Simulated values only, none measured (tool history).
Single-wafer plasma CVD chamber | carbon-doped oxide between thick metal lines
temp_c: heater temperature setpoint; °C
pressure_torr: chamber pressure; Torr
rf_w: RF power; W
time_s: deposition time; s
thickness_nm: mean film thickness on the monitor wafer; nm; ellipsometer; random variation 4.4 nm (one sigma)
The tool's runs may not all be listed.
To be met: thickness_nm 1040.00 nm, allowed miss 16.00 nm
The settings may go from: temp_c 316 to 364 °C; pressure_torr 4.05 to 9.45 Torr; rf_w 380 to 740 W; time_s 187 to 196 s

{"run": 1, "hour": 0.0, "temp_c": 340, "pressure_torr": 6.75, "rf_w": 560, "time_s": 196, "thickness_nm": 1245.9}
{"run": 2, "hour": 3.0, "temp_c": 342, "pressure_torr": 6.62, "rf_w": 545, "time_s": 196, "thickness_nm": 1218.2}
{"run": 3, "hour": 5.0, "temp_c": 343, "pressure_torr": 6.5, "rf_w": 535, "time_s": 196, "thickness_nm": 1201.2}
{"run": 4, "hour": 6.3, "temp_c": 344, "pressure_torr": 6.4, "rf_w": 525, "time_s": 196, "thickness_nm": 1178.6}
{"run": 5, "hour": 13.2, "temp_c": 344, "pressure_torr": 5.65, "rf_w": 525, "time_s": 196, "thickness_nm": 1158.8}
{"run": 6, "hour": 18.2, "temp_c": 344, "pressure_torr": 5.65, "rf_w": 525, "time_s": 187, "thickness_nm": 1111.2}
{"run": 7, "hour": 18.9, "temp_c": 345, "pressure_torr": 5.54, "rf_w": 525, "time_s": 187, "thickness_nm": 1102.8}
{"run": 8, "hour": 20.0, "temp_c": 346, "pressure_torr": 5.47, "rf_w": 525, "time_s": 187, "thickness_nm": 1092.6}
{"run": 9, "hour": 24.8, "temp_c": 347, "pressure_torr": 5.43, "rf_w": 525, "time_s": 187, "thickness_nm": 1093.7}
{"run": 10, "hour": 27.3, "temp_c": 348, "pressure_torr": 5.37, "rf_w": 525, "time_s": 187, "thickness_nm": 1082.0}
{"run": 11, "hour": 28.4, "temp_c": 349, "pressure_torr": 5.34, "rf_w": 525, "time_s": 187, "thickness_nm": 1085.1}
{"run": 12, "hour": 35.6, "temp_c": 350, "pressure_torr": 5.28, "rf_w": 525, "time_s": 187, "thickness_nm": 1078.7}
{"run": 13, "hour": 39.3, "temp_c": 351, "pressure_torr": 5.23, "rf_w": 525, "time_s": 187, "thickness_nm": 1073.6}
{"run": 14, "hour": 43.5, "temp_c": 352, "pressure_torr": 5.19, "rf_w": 525, "time_s": 187, "thickness_nm": 1065.1}
{"run": 15, "hour": 51.0, "temp_c": 353, "pressure_torr": 5.17, "rf_w": 525, "time_s": 187, "thickness_nm": 1057.0}
{"run": 16, "hour": 58.9, "temp_c": 353, "pressure_torr": 5.16, "rf_w": 525, "time_s": 187, "thickness_nm": 1075.7}
{"run": 17, "hour": 62.7, "temp_c": 360, "pressure_torr": 4.7, "rf_w": 510, "time_s": 187, "thickness_nm": 1010.2}
{"run": 18, "hour": 66.4, "temp_c": 360, "pressure_torr": 4.7, "rf_w": 510, "time_s": 187, "thickness_nm": 1013.1}
{"run": 19, "hour": 71.3, "temp_c": 359, "pressure_torr": 4.73, "rf_w": 510, "time_s": 187, "thickness_nm": 1019.3}
{"run": 20, "hour": 76.5, "temp_c": 359, "pressure_torr": 4.76, "rf_w": 510, "time_s": 187, "thickness_nm": 1017.5}
{"run": 21, "hour": 82.2, "temp_c": 359, "pressure_torr": 4.76, "rf_w": 510, "time_s": 187, "thickness_nm": 1012.2}

4 next moves are on the table. One of them brings every result within its allowed miss. Which?
{"run": "A", "hour": 87.9, "temp_c": 359, "pressure_torr": 4.07, "rf_w": 545, "time_s": 190, "thickness_nm": "?"}
{"run": "B", "hour": 87.9, "temp_c": 359, "pressure_torr": 5.1, "rf_w": 470, "time_s": 187, "thickness_nm": "?"}
{"run": "C", "hour": 87.9, "temp_c": 364, "pressure_torr": 4.65, "rf_w": 505, "time_s": 189, "thickness_nm": "?"}
{"run": "D", "hour": 87.9, "temp_c": 352, "pressure_torr": 5.09, "rf_w": 455, "time_s": 187, "thickness_nm": "?"}

move=A thickness_nm=1044.40
move=B thickness_nm=987.11
move=C thickness_nm=1007.50
move=D thickness_nm=987.94
A: meets every target
B: further off than the last run
C: further off than the last run
D: further off than the last run
Answer: A

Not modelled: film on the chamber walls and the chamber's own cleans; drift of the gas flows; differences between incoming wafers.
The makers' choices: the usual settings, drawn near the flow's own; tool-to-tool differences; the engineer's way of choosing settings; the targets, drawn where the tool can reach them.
